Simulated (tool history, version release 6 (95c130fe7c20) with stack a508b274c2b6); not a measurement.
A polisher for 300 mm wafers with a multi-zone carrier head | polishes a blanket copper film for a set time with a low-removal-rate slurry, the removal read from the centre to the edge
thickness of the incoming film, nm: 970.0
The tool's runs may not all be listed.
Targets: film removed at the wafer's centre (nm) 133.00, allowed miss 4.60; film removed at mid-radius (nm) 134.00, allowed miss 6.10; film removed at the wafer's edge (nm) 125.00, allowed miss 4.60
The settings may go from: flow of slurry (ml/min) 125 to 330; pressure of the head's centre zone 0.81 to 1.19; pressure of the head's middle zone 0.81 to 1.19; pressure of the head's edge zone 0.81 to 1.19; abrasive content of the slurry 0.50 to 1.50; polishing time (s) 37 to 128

run	hour	flow of slurry (ml/min)	pressure of the head's centre zone	pressure of the head's middle zone	pressure of the head's edge zone	abrasive content of the slurry	polishing time (s)	film removed at the wafer's centre (nm)	film removed at mid-radius (nm)	film removed at the wafer's edge (nm)
1	0.0	210	1.00	1.00	1.00	1.00	82	215.49	212.76	210.38
2	3.0	210	0.99	1.00	0.97	0.85	75	191.17	187.94	189.94
3	7.7	175	0.99	1.00	0.97	0.85	75	185.02	180.04	183.97
4	15.0	175	0.95	1.00	0.97	0.85	75	179.52	182.58	183.23
5	18.8	170	0.96	1.02	0.93	0.80	68	160.72	166.38	159.35
6	24.6	190	0.96	1.02	0.93	0.80	68	163.02	168.36	166.42
7	27.7	175	0.97	1.03	0.90	0.75	65	155.45	157.11	151.63
8	30.7	165	0.97	1.04	0.88	0.70	63	143.51	152.06	144.72
9	35.7	160	0.99	1.04	0.86	0.65	61	142.91	144.31	137.22
10	41.5	155	0.99	1.04	0.85	0.60	60	138.62	138.55	131.92
11	47.4	140	0.98	1.05	0.81	0.50	59	126.26	134.10	120.13

4 next moves are on the table. One of them brings every result within its allowed miss. Which?
A	53.3	235	1.01	1.09	0.92	0.60	52	?	?	?
B	53.3	125	0.90	1.09	0.89	0.70	59	?	?	?
C	53.3	130	0.92	1.07	0.90	0.60	57	?	?	?
D	53.3	125	0.97	1.15	0.81	0.50	57	?	?	?

move	film removed at the wafer's centre (nm)	film removed at mid-radius (nm)	film removed at the wafer's edge (nm)
A	133.90	138.21	125.13
B	120.75	141.03	130.08
C	118.30	133.46	124.95
D	120.26	136.01	115.81
A: meets every target
B: further off than the last run
C: further off than the last run
D: further off than the last run
Move A is the one to make.

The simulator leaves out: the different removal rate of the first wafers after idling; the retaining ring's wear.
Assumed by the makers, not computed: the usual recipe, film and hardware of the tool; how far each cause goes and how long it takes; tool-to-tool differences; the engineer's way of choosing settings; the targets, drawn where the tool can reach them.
